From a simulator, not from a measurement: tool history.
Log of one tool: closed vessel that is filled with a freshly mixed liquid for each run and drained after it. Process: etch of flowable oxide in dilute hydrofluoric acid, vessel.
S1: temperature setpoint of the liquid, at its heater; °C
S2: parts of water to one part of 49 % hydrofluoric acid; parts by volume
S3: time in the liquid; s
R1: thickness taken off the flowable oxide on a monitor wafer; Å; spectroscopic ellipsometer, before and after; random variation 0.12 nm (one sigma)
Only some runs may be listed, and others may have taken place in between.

{"run": 1, "hour": 0.0, "S1": 22, "S2": 210, "S3": 105, "R1": 198.25}
{"run": 2, "hour": 4.2, "S1": 20.5, "S2": 210, "S3": 105, "R1": 188.7}
{"run": 3, "hour": 7.0, "S1": 18.5, "S2": 210, "S3": 105, "R1": 173.1}
{"run": 4, "hour": 13.7, "S1": 18.5, "S2": 270, "S3": 105, "R1": 130.82}
{"run": 5, "hour": 20.9, "S1": 19, "S2": 270, "S3": 105, "R1": 131.36}
{"run": 6, "hour": 28.7, "S1": 19.5, "S2": 270, "S3": 105, "R1": 131.63}
{"run": 7, "hour": 33.0, "S1": 20.5, "S2": 270, "S3": 105, "R1": 138.74}
{"run": 8, "hour": 35.2, "S1": 21, "S2": 270, "S3": 105, "R1": 140.86}
{"run": 9, "hour": 38.1, "S1": 21.5, "S2": 270, "S3": 105, "R1": 142.3}
{"run": 10, "hour": 40.2, "S1": 22, "S2": 270, "S3": 105, "R1": 147.26}

The next listed run, before its measurement:
{"run": 11, "hour": 48.1, "S1": 22.5, "S2": 270, "S3": 105, "R1": "?"}

{"run 11": {"R1": 148.02}}

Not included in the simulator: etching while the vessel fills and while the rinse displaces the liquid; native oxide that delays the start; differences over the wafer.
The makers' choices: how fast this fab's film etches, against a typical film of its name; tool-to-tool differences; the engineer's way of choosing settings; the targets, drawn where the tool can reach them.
